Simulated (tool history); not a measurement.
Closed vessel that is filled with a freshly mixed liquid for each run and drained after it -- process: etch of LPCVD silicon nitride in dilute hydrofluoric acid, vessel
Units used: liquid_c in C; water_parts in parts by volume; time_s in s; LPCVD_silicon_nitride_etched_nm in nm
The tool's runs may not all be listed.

run,hour,liquid_c,water_parts,time_s,LPCVD_silicon_nitride_etched_nm
1,0.0,22.0,100,875,3.6133
2,5.3,22.0,80,875,4.5042
3,7.3,22.0,115,875,3.1528
4,11.4,23.5,115,875,3.4786
5,14.1,22.5,120,875,3.1202
6,20.4,20.5,120,875,2.7339
7,27.3,20.0,125,875,2.5489
8,27.9,17.0,155,870,1.6584

Expected results for the next run?
9,30.9,17.0,155,875,?

LPCVD_silicon_nitride_etched_nm: 1.6833 nm
